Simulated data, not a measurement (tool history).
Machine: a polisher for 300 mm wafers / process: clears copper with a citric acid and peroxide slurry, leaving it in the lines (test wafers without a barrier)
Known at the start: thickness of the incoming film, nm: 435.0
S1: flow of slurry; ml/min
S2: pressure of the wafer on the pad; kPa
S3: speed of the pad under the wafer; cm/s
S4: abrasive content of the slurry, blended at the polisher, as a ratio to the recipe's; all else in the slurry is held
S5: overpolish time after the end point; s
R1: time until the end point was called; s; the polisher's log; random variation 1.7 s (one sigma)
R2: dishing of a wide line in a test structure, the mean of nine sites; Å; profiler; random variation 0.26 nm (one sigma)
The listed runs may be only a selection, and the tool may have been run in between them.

run	day	S1	S2	S3	S4	S5	R1	R2
1	0.000	315	26.9	110	1.00	22	125.23	511.95
2	0.162	315	24.1	110	1.00	19	136.33	420.91
3	0.312	315	20.7	110	1.00	19	155.71	379.85
4	0.342	315	20.7	110	1.00	15	151.29	307.30
5	0.688	315	20.7	110	0.85	15	159.61	301.30
6	0.975	315	20.7	110	0.85	8	157.92	169.15

Estimate the outcome of run 7 from the log above:
7	1.100	315	19.3	112	0.90	9	?	?

Run 7 produced R1 163.51 s, R2 183.78 Å.

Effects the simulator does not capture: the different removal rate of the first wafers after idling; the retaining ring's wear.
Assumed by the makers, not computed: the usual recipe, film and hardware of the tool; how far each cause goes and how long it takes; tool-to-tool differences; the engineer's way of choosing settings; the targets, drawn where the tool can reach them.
